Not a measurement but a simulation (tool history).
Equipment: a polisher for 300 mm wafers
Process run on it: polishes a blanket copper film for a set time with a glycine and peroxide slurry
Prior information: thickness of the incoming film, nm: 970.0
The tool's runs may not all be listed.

run  hour  flow of slurry (ml/min)  pressure of the wafer on the pad (psi)  speed of the pad under the wafer (m/s)  polishing time (s)  film removed (angstrom)
  1   0.0                      250                                     3.1                                    1.16                  33                   1820.2
  2   7.8                      250                                     3.1                                    1.16                  33                   1864.1
  3   9.2                      250                                     3.1                                    1.16                  29                   1617.0
  4  14.8                      250                                     3.1                                    1.42                  29                   1919.9
  5  19.9                      250                                     3.2                                    1.42                  29                   1952.7
  6  27.2                      250                                     3.3                                    1.42                  29                   1994.7
  7  31.0                      250                                     3.4                                    1.42                  29                   2057.7
  8  37.4                      250                                     3.5                                    1.42                  29                   2116.0
  9  41.5                      250                                     3.6                                    1.42                  29                   2144.4
 10  48.3                      250                                     3.7                                    1.42                  29                   2195.0

For run 11, what comes out?
 11  50.1                      250                                     3.8                                    1.42                  29                        ?

film removed (angstrom): 2193.8

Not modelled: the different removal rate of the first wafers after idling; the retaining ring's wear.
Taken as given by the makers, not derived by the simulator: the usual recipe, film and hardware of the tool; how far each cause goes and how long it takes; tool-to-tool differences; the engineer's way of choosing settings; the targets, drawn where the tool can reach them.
